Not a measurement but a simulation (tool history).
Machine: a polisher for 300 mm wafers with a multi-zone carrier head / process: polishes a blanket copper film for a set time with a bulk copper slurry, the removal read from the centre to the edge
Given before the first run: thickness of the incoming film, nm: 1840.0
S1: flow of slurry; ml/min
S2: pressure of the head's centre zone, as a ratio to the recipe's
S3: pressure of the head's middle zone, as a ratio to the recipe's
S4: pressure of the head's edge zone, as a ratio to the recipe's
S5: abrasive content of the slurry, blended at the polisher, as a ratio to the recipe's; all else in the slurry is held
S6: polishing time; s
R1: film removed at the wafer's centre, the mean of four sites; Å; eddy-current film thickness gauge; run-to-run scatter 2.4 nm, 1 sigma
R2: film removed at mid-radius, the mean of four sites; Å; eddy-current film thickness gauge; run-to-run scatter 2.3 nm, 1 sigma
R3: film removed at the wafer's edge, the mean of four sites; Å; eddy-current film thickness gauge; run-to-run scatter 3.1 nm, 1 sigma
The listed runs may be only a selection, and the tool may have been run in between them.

run	hour	S1	S2	S3	S4	S5	S6	R1	R2	R3
1	0.0	260	1.00	1.00	1.00	1.00	46	3461.9	3550.3	3399.1
2	2.9	295	1.00	1.00	1.00	1.00	46	3628.2	3618.0	3518.5
3	8.8	325	1.00	1.00	1.00	1.00	46	3605.7	3659.7	3512.0
4	9.7	325	0.92	1.00	1.00	1.00	46	3375.0	3638.1	3671.4
5	10.4	305	0.92	0.97	0.96	0.85	42	2926.1	3173.4	2975.3
6	17.7	305	0.83	0.97	0.96	0.85	42	2623.7	3070.4	3049.9
7	23.0	280	0.90	0.87	0.86	0.60	35	2137.4	2177.5	2267.8

For run 8, what comes out?
8	30.3	280	0.90	0.87	0.86	0.60	35	?	?	?

Logged for run 8: R1 2181.6 Å, R2 2139.8 Å, R3 2267.6 Å.

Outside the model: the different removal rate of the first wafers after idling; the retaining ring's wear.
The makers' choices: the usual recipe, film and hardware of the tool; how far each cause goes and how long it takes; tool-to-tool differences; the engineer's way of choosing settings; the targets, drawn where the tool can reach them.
